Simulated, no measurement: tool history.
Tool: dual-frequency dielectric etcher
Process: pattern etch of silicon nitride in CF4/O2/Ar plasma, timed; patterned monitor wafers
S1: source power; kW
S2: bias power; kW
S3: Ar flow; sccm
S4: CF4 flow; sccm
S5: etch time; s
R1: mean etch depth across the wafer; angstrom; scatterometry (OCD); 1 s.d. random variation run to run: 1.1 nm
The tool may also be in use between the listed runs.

run,hour,S1,S2,S3,S4,S5,R1
1,0,0.71,0.037,114,103,103.5,2218.7
2,8.2,0.71,0.037,106,103,103.5,2252.3
3,13.1,0.71,0.037,106,103,103.5,2252.4
4,14.8,0.76,0.037,106,103,103.5,2378.8
5,19.6,0.7,0.036,107,103,103.5,2210.8
6,22.6,0.7,0.04,107,103,103.5,2314.3
# hour 31.4: source power generator calibrated
7,31.4,0.56,0.036,111,101,103,1847.7

What does the tool deliver on the next run?
8,32.5,0.54,0.036,111,101,103,?

R1: 1813.9 angstrom
